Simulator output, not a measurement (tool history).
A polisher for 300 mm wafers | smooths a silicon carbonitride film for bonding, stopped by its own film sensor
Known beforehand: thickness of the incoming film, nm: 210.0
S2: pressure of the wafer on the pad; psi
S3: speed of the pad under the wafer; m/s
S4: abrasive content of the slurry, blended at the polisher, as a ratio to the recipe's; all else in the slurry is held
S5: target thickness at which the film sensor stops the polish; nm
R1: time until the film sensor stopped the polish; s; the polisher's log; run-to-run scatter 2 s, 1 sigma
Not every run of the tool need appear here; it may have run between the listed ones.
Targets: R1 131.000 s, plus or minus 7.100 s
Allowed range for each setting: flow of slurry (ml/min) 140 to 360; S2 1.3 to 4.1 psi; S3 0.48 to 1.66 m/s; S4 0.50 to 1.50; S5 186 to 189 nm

run 1 hour=0.0 | flow_of_slurry_(ml/min)=230 S2=2.7 S3=1.06 S4=1.00 S5=186 | R1=60.271
run 2 hour=2.3 | flow_of_slurry_(ml/min)=230 S2=2.7 S3=0.88 S4=1.00 S5=186 | R1=68.484
run 3 hour=8.8 | flow_of_slurry_(ml/min)=230 S2=2.7 S3=0.88 S4=0.80 S5=186 | R1=75.905
run 4 hour=17.2 | flow_of_slurry_(ml/min)=230 S2=2.4 S3=0.86 S4=0.80 S5=186 | R1=86.339
run 5 hour=22.0 | flow_of_slurry_(ml/min)=230 S2=2.4 S3=0.86 S4=0.80 S5=186 | R1=83.226
run 6 hour=28.4 | flow_of_slurry_(ml/min)=230 S2=2.4 S3=0.86 S4=0.80 S5=189 | R1=75.410
run 7 hour=35.5 | flow_of_slurry_(ml/min)=230 S2=2.2 S3=0.78 S4=0.80 S5=189 | R1=84.832
run 8 hour=38.7 | flow_of_slurry_(ml/min)=230 S2=2.0 S3=0.72 S4=0.80 S5=189 | R1=100.340
run 9 hour=43.3 | flow_of_slurry_(ml/min)=230 S2=1.8 S3=0.72 S4=0.80 S5=189 | R1=117.190
run 10 hour=48.0 | flow_of_slurry_(ml/min)=230 S2=1.7 S3=0.72 S4=0.80 S5=189 | R1=120.590
run 11 hour=55.9 | flow_of_slurry_(ml/min)=230 S2=1.7 S3=0.72 S4=0.80 S5=189 | R1=119.460

Consider the 4 candidate settings below. Which is the only one whose results all fall within their allowed miss of target?
run A hour=63.8 | flow_of_slurry_(ml/min)=180 S2=1.8 S3=0.62 S4=0.85 S5=186 | R1=?
run B hour=63.8 | flow_of_slurry_(ml/min)=285 S2=1.5 S3=0.70 S4=0.80 S5=187 | R1=?
run C hour=63.8 | flow_of_slurry_(ml/min)=240 S2=1.8 S3=0.72 S4=0.85 S5=189 | R1=?
run D hour=63.8 | flow_of_slurry_(ml/min)=240 S2=1.6 S3=0.74 S4=0.70 S5=189 | R1=?

move=A R1=142.760
move=B R1=142.260
move=C R1=106.420
move=D R1=125.010
A: takes the result that was furthest off past its target
B: takes the result that was furthest off past its target
C: the biggest miss grows against the last run
D: all results in spec
D is the move that brings every result within its allowed miss.

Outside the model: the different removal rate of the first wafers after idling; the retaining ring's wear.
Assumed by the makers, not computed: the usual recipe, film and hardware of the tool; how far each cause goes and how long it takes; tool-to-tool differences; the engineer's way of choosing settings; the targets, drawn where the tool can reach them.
